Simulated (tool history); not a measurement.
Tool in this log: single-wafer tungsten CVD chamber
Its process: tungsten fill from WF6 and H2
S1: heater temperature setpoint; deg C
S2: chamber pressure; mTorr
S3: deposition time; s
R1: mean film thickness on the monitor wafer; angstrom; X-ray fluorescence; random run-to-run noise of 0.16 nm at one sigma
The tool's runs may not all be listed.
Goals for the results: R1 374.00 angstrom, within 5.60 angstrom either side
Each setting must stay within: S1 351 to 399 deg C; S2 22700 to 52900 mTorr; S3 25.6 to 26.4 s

run	hour	S1	S2	S3	R1
1	0.0	375	37800	25.6	486.94
2	3.9	375	37800	26.4	507.14
3	11.9	382	37800	26.4	577.47
4	13.4	382	43300	26.4	612.57
5	16.5	376	43300	26.4	546.21
6	22.5	370	43200	26.4	485.53
7	30.2	366	43100	26.4	445.88
8	32.2	363	43000	26.4	420.09
9	34.0	361	43000	26.4	403.83
10	38.7	360	43000	26.4	391.33
11	44.7	359	43000	26.4	382.88

Below are 4 possible settings for the next run. Only one of them brings all results inside the allowed miss of their targets. Which is it?
A	50.7	361	42100	26.0	?
B	50.7	356	52600	26.4	?
C	50.7	360	46100	25.6	?
D	50.7	356	45500	26.4	?

move	R1
A	392.83
B	396.92
C	394.62
D	371.92
A: misses by more than the last run did
B: misses by more than the last run did
C: misses by more than the last run did
D: all results in spec
Move D is the one to make.
